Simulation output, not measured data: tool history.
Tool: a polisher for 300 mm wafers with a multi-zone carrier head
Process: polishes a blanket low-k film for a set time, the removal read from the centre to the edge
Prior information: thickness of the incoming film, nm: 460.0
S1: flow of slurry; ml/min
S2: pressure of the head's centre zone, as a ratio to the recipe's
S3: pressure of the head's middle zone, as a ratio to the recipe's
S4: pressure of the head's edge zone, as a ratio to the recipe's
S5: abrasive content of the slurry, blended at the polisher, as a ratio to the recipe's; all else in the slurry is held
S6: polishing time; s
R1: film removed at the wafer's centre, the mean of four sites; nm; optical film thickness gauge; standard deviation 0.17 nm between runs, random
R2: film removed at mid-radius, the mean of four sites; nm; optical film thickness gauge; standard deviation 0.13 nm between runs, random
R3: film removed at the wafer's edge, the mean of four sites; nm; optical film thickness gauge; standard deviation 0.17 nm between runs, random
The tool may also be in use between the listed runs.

{"run": 1, "hour": 0.0, "S1": 125, "S2": 1, "S3": 1, "S4": 1, "S5": 1, "S6": 37, "R1": 16.561, "R2": 16.62, "R3": 16.424}
{"run": 2, "hour": 5.7, "S1": 115, "S2": 0.95, "S3": 0.99, "S4": 0.97, "S5": 0.9, "S6": 37, "R1": 14.584, "R2": 15.551, "R3": 15.291}
{"run": 3, "hour": 12.9, "S1": 110, "S2": 0.92, "S3": 0.97, "S4": 0.95, "S5": 0.85, "S6": 37, "R1": 13.238, "R2": 14.631, "R3": 14.561}
{"run": 4, "hour": 15.8, "S1": 110, "S2": 0.92, "S3": 0.93, "S4": 0.95, "S5": 0.85, "S6": 37, "R1": 13.678, "R2": 13.753, "R3": 14.596}
{"run": 5, "hour": 19.6, "S1": 105, "S2": 0.9, "S3": 0.94, "S4": 0.92, "S5": 0.8, "S6": 37, "R1": 12.182, "R2": 13.472, "R3": 13.943}
{"run": 6, "hour": 23.8, "S1": 105, "S2": 0.9, "S3": 1.02, "S4": 0.92, "S5": 0.8, "S6": 37, "R1": 12.246, "R2": 14.35, "R3": 13.413}
{"run": 7, "hour": 31.3, "S1": 80, "S2": 0.88, "S3": 0.97, "S4": 0.91, "S5": 0.75, "S6": 37, "R1": 11.064, "R2": 12.302, "R3": 12.665}

What will run 8 give?
{"run": 8, "hour": 32.0, "S1": 85, "S2": 0.88, "S3": 0.97, "S4": 0.91, "S5": 0.75, "S6": 37, "R1": "?", "R2": "?", "R3": "?"}

Run 8 measured R1 10.768 nm, R2 12.445 nm, R3 12.727 nm.
